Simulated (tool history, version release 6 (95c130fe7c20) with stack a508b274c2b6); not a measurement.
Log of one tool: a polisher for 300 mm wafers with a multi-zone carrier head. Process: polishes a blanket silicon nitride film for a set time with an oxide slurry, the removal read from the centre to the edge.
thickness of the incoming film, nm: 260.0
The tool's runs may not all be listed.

run,hour,flow of slurry (ml/min),pressure of the head's centre zone,pressure of the head's middle zone,pressure of the head's edge zone,abrasive content of the slurry,polishing time (s),film removed at the wafer's centre (angstrom),film removed at mid-radius (angstrom),film removed at the wafer's edge (angstrom)
1,0.0,195,1.00,1.00,1.00,1.00,36,226.55,226.33,204.49
2,8.7,185,0.97,0.97,1.00,0.90,36,213.06,212.54,202.24
3,12.6,180,0.95,0.95,0.99,0.85,35,200.80,198.33,192.22
4,14.9,180,0.95,0.95,0.91,0.85,35,198.83,199.29,188.67
5,18.1,175,0.93,0.94,0.91,0.80,34,187.75,185.88,178.82
6,25.3,170,0.91,0.93,0.91,0.75,34,179.75,183.64,170.19

Forecast run 7:
7,34.2,165,0.89,0.91,0.96,0.70,33,?,?,?

film removed at the wafer's centre (angstrom): 167.76
film removed at mid-radius (angstrom): 170.30
film removed at the wafer's edge (angstrom): 167.95
